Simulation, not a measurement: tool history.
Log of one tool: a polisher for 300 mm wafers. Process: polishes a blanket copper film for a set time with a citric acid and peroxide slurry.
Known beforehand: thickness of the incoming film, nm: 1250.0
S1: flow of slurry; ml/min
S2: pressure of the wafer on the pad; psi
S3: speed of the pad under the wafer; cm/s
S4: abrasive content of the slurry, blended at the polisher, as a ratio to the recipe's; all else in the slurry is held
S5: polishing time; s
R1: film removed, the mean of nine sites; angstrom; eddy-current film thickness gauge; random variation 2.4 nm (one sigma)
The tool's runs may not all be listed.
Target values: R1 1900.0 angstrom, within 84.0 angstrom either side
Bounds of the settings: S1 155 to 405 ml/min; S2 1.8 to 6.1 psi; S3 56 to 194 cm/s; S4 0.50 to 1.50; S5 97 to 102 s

Run 1, day 0.000: S1 260 ml/min, S2 3.9 psi, S3 124 cm/s, S4 1.00, S5 97 s. Result: R1 4289.5 angstrom.
Run 2, day 0.154: S1 260 ml/min, S2 3.9 psi, S3 124 cm/s, S4 1.00, S5 97 s. Result: R1 4099.3 angstrom.
Run 3, day 0.442: S1 260 ml/min, S2 3.9 psi, S3 124 cm/s, S4 1.00, S5 102 s. Result: R1 4469.4 angstrom.
Run 4, day 0.646: S1 200 ml/min, S2 3.9 psi, S3 124 cm/s, S4 1.00, S5 102 s. Result: R1 4308.1 angstrom.
Run 5, day 0.883: S1 200 ml/min, S2 3.9 psi, S3 124 cm/s, S4 0.85, S5 102 s. Result: R1 4202.0 angstrom.
Run 6, day 1.092: S1 200 ml/min, S2 3.9 psi, S3 124 cm/s, S4 0.85, S5 97 s. Result: R1 3908.1 angstrom.
Run 7, day 1.308: S1 200 ml/min, S2 3.3 psi, S3 116 cm/s, S4 0.85, S5 97 s. Result: R1 3098.8 angstrom.
Run 8, day 1.567: S1 200 ml/min, S2 2.9 psi, S3 114 cm/s, S4 0.85, S5 97 s. Result: R1 2690.8 angstrom.
Run 9, day 1.688: S1 200 ml/min, S2 2.6 psi, S3 112 cm/s, S4 0.85, S5 97 s. Result: R1 2418.3 angstrom.
Run 10, day 2.033: S1 200 ml/min, S2 2.4 psi, S3 112 cm/s, S4 0.85, S5 97 s. Result: R1 2176.8 angstrom.
Run 11, day 2.208: S1 200 ml/min, S2 2.3 psi, S3 112 cm/s, S4 0.85, S5 97 s. Result: R1 2138.2 angstrom.

Exercise: of the 4 proposed moves below, exactly one satisfies all targets within the stated allowed misses. Which move is it?
Run A, day 2.383: S1 155 ml/min, S2 1.9 psi, S3 118 cm/s, S4 1.20, S5 97 s. Result: R1 ?.
Run B, day 2.383: S1 155 ml/min, S2 2.2 psi, S3 94 cm/s, S4 0.85, S5 97 s. Result: R1 ?.
Run C, day 2.383: S1 170 ml/min, S2 2.1 psi, S3 104 cm/s, S4 0.80, S5 97 s. Result: R1 ?.
Run D, day 2.383: S1 200 ml/min, S2 2.6 psi, S3 82 cm/s, S4 0.70, S5 97 s. Result: R1 ?.

move      R1
   A  1898.8
   B  1631.4
   C  1728.6
   D  1688.2
A: each result inside its tolerance
B: the result that was furthest off in the last run now lies on the other side of its target
C: the result that was furthest off in the last run now lies on the other side of its target
D: the result that was furthest off in the last run now lies on the other side of its target
The right move is A.
